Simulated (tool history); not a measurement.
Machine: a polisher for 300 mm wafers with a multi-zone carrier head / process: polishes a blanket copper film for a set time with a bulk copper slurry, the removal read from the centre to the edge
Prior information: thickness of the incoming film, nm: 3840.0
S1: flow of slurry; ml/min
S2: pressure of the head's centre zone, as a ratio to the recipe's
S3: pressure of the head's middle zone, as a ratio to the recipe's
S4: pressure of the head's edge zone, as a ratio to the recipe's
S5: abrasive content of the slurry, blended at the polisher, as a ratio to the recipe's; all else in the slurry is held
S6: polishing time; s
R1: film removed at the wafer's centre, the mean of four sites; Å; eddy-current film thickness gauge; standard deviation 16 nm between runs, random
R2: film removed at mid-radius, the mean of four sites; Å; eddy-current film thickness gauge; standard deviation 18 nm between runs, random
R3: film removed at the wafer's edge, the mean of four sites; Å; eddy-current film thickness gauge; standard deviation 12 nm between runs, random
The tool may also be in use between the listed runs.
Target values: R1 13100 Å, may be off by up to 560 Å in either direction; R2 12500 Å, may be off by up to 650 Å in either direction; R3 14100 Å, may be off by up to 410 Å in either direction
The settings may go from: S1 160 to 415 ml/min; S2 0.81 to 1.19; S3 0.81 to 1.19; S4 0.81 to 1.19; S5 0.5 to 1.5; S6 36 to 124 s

| run | hour | S1 | S2 | S3 | S4 | S5 | S6 | R1 | R2 | R3 |
|---|---|---|---|---|---|---|---|---|---|---|
| 1 | 0 | 265 | 1 | 1 | 1 | 1 | 79 | 9881.5 | 9698.6 | 9571.3 |
| 2 | 2.3 | 265 | 1 | 1.06 | 1 | 1 | 79 | 10194 | 10130 | 9672 |
| 3 | 3.4 | 265 | 1 | 1.04 | 1.03 | 1.05 | 82 | 10432 | 10695 | 10231 |
| 4 | 10.4 | 265 | 1.01 | 1 | 1.05 | 1.1 | 85 | 11139 | 10854 | 10756 |
| 5 | 13 | 265 | 1 | 0.98 | 1.07 | 1.15 | 87 | 11325 | 10890 | 11301 |
| 6 | 15 | 265 | 1 | 0.98 | 1.09 | 1.2 | 88 | 11569 | 11362 | 11575 |
| 7 | 21.7 | 265 | 1 | 0.96 | 1.1 | 1.25 | 89 | 11755 | 11357 | 12103 |
| 8 | 28.1 | 270 | 1 | 0.96 | 1.11 | 1.3 | 90 | 12208 | 11601 | 12246 |
| 9 | 31.1 | 270 | 0.99 | 0.95 | 1.12 | 1.3 | 91 | 12360 | 11841 | 12330 |
| 10 | 33.1 | 255 | 0.99 | 0.94 | 1.13 | 1.3 | 92 | 12175 | 11415 | 12456 |
| 11 | 40.6 | 260 | 0.98 | 0.93 | 1.14 | 1.35 | 93 | 12506 | 11488 | 12797 |
| 12 | 48.9 | 265 | 0.97 | 0.93 | 1.15 | 1.35 | 94 | 12500 | 11767 | 13103 |
| 13 | 55.3 | 270 | 0.97 | 0.93 | 1.16 | 1.35 | 94 | 12371 | 12013 | 13335 |

5 next moves are on the table. One of them brings every result within its allowed miss. Which?
| A | 61.7 | 295 | 1.03 | 0.96 | 1.13 | 1.25 | 94 | ? | ? | ? |
| B | 61.7 | 360 | 1.05 | 1.03 | 1.14 | 1.15 | 94 | ? | ? | ? |
| C | 61.7 | 355 | 0.94 | 1.02 | 1.19 | 1.45 | 85 | ? | ? | ? |
| D | 61.7 | 345 | 0.92 | 0.91 | 1.15 | 1.2 | 102 | ? | ? | ? |
| E | 61.7 | 290 | 0.86 | 1.02 | 1.18 | 1.2 | 96 | ? | ? | ? |

| move | R1 | R2 | R3 |
|---|---|---|---|
| A | 12948 | 11990 | 12984 |
| B | 13122 | 12679 | 12941 |
| C | 11453 | 11938 | 12546 |
| D | 12953 | 12480 | 14219 |
| E | 11451 | 12768 | 13404 |
A: moves away from the targets compared with the last run
B: moves away from the targets compared with the last run
C: moves away from the targets compared with the last run
D: every result lands within tolerance
E: moves away from the targets compared with the last run
Answer: D
